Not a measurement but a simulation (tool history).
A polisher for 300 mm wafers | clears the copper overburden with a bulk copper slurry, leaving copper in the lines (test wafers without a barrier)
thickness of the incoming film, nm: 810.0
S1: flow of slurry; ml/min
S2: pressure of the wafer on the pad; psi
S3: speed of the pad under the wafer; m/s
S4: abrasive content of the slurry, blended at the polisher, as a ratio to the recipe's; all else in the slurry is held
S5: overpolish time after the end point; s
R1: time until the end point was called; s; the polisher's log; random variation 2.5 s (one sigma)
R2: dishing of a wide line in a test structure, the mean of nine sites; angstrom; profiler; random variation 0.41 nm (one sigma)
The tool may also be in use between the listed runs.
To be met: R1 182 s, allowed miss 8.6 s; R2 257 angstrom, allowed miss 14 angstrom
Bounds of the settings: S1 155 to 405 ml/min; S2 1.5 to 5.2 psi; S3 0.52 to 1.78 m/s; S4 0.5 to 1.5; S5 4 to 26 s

{"run": 1, "hour": 0.0, "S1": 260, "S2": 3.3, "S3": 1.14, "S4": 1, "S5": 13, "R1": 62.152, "R2": 777.72}
{"run": 2, "hour": 6.7, "S1": 255, "S2": 3, "S3": 1.04, "S4": 1, "S5": 12, "R1": 73.307, "R2": 649.45}
{"run": 3, "hour": 10.2, "S1": 255, "S2": 3, "S3": 0.8, "S4": 1, "S5": 12, "R1": 91.051, "R2": 557.8}
{"run": 4, "hour": 12.7, "S1": 255, "S2": 3, "S3": 0.8, "S4": 1, "S5": 7, "R1": 89.67, "R2": 379.04}
{"run": 5, "hour": 17.7, "S1": 255, "S2": 2.8, "S3": 0.76, "S4": 1, "S5": 7, "R1": 101.67, "R2": 348.31}
{"run": 6, "hour": 20.7, "S1": 255, "S2": 2.6, "S3": 0.74, "S4": 1, "S5": 7, "R1": 110.92, "R2": 326.41}
{"run": 7, "hour": 24.7, "S1": 255, "S2": 2.4, "S3": 0.72, "S4": 1, "S5": 7, "R1": 122.02, "R2": 298.45}
{"run": 8, "hour": 32.3, "S1": 255, "S2": 2.3, "S3": 0.72, "S4": 1, "S5": 7, "R1": 127.5, "R2": 286.08}
{"run": 9, "hour": 40.7, "S1": 250, "S2": 1.5, "S3": 0.58, "S4": 1, "S5": 11, "R1": 232.42, "R2": 243.33}
{"run": 10, "hour": 47.7, "S1": 250, "S2": 1.6, "S3": 0.58, "S4": 1, "S5": 11, "R1": 217.8, "R2": 262.97}
{"run": 11, "hour": 56.1, "S1": 255, "S2": 1.8, "S3": 0.58, "S4": 1, "S5": 10, "R1": 192.29, "R2": 269.43}
{"run": 12, "hour": 59.9, "S1": 260, "S2": 1.8, "S3": 0.58, "S4": 1, "S5": 9, "R1": 192.08, "R2": 245.46}

Which of these 4 next moves meets every target?
{"run": "A", "hour": 63.7, "S1": 235, "S2": 2.1, "S3": 0.52, "S4": 1, "S5": 9, "R1": "?", "R2": "?"}
{"run": "B", "hour": 63.7, "S1": 290, "S2": 2, "S3": 0.62, "S4": 0.95, "S5": 8, "R1": "?", "R2": "?"}
{"run": "C", "hour": 63.7, "S1": 255, "S2": 1.5, "S3": 0.8, "S4": 0.9, "S5": 8, "R1": "?", "R2": "?"}
{"run": "D", "hour": 63.7, "S1": 240, "S2": 1.8, "S3": 0.76, "S4": 0.9, "S5": 8, "R1": "?", "R2": "?"}

move=A R1=181.38 R2=261.04
move=B R1=163.78 R2=256.95
move=C R1=179.37 R2=234.27
move=D R1=158.75 R2=262.51
A: meets every target
B: takes the result that was furthest off past its target
C: brings the result that was furthest off to its target, and leaves another outside
D: takes the result that was furthest off past its target
The right move is A.

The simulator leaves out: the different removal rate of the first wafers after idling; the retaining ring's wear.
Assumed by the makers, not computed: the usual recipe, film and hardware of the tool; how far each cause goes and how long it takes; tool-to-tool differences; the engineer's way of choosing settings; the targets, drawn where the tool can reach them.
